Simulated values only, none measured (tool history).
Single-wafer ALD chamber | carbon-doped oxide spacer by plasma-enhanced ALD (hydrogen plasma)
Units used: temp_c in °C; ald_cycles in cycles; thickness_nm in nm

Run 1, hour 0.0: temp_c 410 °C, ald_cycles 356 cycles. Result: thickness_nm 20.404 nm.
Run 2, hour 1.0: temp_c 413 °C, ald_cycles 348 cycles. Result: thickness_nm 19.822 nm.
Run 3, hour 4.6: temp_c 423 °C, ald_cycles 348 cycles. Result: thickness_nm 19.211 nm.
Run 4, hour 13.1: temp_c 429 °C, ald_cycles 348 cycles. Result: thickness_nm 18.826 nm.
Run 5, hour 14.4: temp_c 429 °C, ald_cycles 307 cycles. Result: thickness_nm 16.585 nm.
Run 6, hour 16.8: temp_c 434 °C, ald_cycles 307 cycles. Result: thickness_nm 16.414 nm.

Run 7 comes next. What will it give?
Run 7, hour 20.1: temp_c 422 °C, ald_cycles 323 cycles. Result: thickness_nm ?.

For run 7 the tool returned thickness_nm 17.845 nm.

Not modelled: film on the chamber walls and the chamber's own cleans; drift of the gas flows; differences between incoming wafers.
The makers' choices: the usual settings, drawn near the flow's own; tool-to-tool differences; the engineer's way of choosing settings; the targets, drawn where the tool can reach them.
